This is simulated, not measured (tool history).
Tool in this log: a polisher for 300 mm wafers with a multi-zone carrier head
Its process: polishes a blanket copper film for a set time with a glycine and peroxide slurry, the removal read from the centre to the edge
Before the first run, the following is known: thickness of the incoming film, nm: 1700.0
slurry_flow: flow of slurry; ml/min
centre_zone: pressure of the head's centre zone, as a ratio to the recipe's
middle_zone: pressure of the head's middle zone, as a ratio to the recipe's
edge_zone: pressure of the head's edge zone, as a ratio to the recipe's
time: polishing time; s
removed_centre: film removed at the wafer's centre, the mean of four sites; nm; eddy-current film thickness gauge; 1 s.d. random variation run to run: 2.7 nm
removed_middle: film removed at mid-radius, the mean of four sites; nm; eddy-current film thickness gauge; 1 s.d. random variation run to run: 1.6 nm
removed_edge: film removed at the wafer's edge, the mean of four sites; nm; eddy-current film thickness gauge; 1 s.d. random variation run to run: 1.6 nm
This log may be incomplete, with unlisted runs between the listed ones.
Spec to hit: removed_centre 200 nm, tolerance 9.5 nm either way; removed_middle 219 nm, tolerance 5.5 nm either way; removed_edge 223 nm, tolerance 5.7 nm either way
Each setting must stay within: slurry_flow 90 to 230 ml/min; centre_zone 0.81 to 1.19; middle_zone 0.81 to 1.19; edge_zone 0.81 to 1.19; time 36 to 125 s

Run 1, hour 0: slurry_flow 150 ml/min, centre_zone 1, middle_zone 1, edge_zone 1, time 80 s. Result: removed_centre 317.07 nm, removed_middle 339.02 nm, removed_edge 339.88 nm.
Run 2, hour 2.4: slurry_flow 150 ml/min, centre_zone 1, middle_zone 1.04, edge_zone 1, time 80 s. Result: removed_centre 330.18 nm, removed_middle 345.22 nm, removed_edge 331.37 nm.
Run 3, hour 9.6: slurry_flow 145 ml/min, centre_zone 1, middle_zone 1.03, edge_zone 0.99, time 76 s. Result: removed_centre 309.98 nm, removed_middle 323.22 nm, removed_edge 315.33 nm.
Run 4, hour 15.5: slurry_flow 145 ml/min, centre_zone 1, middle_zone 1.03, edge_zone 0.99, time 58 s. Result: removed_centre 235.1 nm, removed_middle 246.06 nm, removed_edge 241.16 nm.
Run 5, hour 19.8: slurry_flow 145 ml/min, centre_zone 1, middle_zone 1.03, edge_zone 0.99, time 46 s. Result: removed_centre 187.92 nm, removed_middle 197.69 nm, removed_edge 189.35 nm.
Run 6, hour 25.1: slurry_flow 150 ml/min, centre_zone 1, middle_zone 1.03, edge_zone 1.01, time 46 s. Result: removed_centre 191.61 nm, removed_middle 197.21 nm, removed_edge 191.81 nm.
Run 7, hour 33.2: slurry_flow 150 ml/min, centre_zone 0.99, middle_zone 1.03, edge_zone 1.01, time 47 s. Result: removed_centre 192.09 nm, removed_middle 202.36 nm, removed_edge 197.36 nm.
Run 8, hour 38.9: slurry_flow 155 ml/min, centre_zone 0.98, middle_zone 1.03, edge_zone 1.02, time 48 s. Result: removed_centre 198.71 nm, removed_middle 207.61 nm, removed_edge 203.35 nm.
Run 9, hour 46.6: slurry_flow 160 ml/min, centre_zone 0.97, middle_zone 1.03, edge_zone 1.03, time 48 s. Result: removed_centre 187.81 nm, removed_middle 209.85 nm, removed_edge 203.36 nm.
Run 10, hour 54.3: slurry_flow 185 ml/min, centre_zone 1.03, middle_zone 1, edge_zone 1.13, time 51 s. Result: removed_centre 226.94 nm, removed_middle 222.22 nm, removed_edge 233.56 nm.
Run 11, hour 61.5: slurry_flow 180 ml/min, centre_zone 1.02, middle_zone 1, edge_zone 1.13, time 51 s. Result: removed_centre 212.64 nm, removed_middle 220.82 nm, removed_edge 229.78 nm.
Run 12, hour 70: slurry_flow 170 ml/min, centre_zone 1.01, middle_zone 1.01, edge_zone 1.12, time 51 s. Result: removed_centre 214.35 nm, removed_middle 221.7 nm, removed_edge 226.4 nm.
Run 13, hour 75.8: slurry_flow 170 ml/min, centre_zone 1, middle_zone 1.01, edge_zone 1.12, time 51 s. Result: removed_centre 214.43 nm, removed_middle 219.43 nm, removed_edge 228.4 nm.

Consider the 5 candidate settings below. Which is the only one whose results all fall within their allowed miss of target?
Run A, hour 81.6: slurry_flow 145 ml/min, centre_zone 1.12, middle_zone 1.05, edge_zone 1.15, time 50 s. Result: removed_centre ?, removed_middle ?, removed_edge ?.
Run B, hour 81.6: slurry_flow 165 ml/min, centre_zone 0.95, middle_zone 0.99, edge_zone 1.18, time 51 s. Result: removed_centre ?, removed_middle ?, removed_edge ?.
Run C, hour 81.6: slurry_flow 225 ml/min, centre_zone 0.95, middle_zone 1.01, edge_zone 1.12, time 49 s. Result: removed_centre ?, removed_middle ?, removed_edge ?.
Run D, hour 81.6: slurry_flow 170 ml/min, centre_zone 1.12, middle_zone 0.99, edge_zone 1.13, time 50 s. Result: removed_centre ?, removed_middle ?, removed_edge ?.
Run E, hour 81.6: slurry_flow 230 ml/min, centre_zone 0.91, middle_zone 1.01, edge_zone 1.19, time 49 s. Result: removed_centre ?, removed_middle ?, removed_edge ?.

move  removed_centre  removed_middle  removed_edge
   A          227.98          217.06        227.19
   B          200.76          216.74        237.94
   C          201.14          219.08        228.69
   D          233.33          213.13        228.74
   E          193.12          219.64        236.42
A: misses by more than the last run did
B: the furthest-off result lands on target, but another misses its tolerance
C: meets every target
D: misses by more than the last run did
E: the furthest-off result lands on target, but another misses its tolerance
So the answer is move C, the one that meets all the targets.

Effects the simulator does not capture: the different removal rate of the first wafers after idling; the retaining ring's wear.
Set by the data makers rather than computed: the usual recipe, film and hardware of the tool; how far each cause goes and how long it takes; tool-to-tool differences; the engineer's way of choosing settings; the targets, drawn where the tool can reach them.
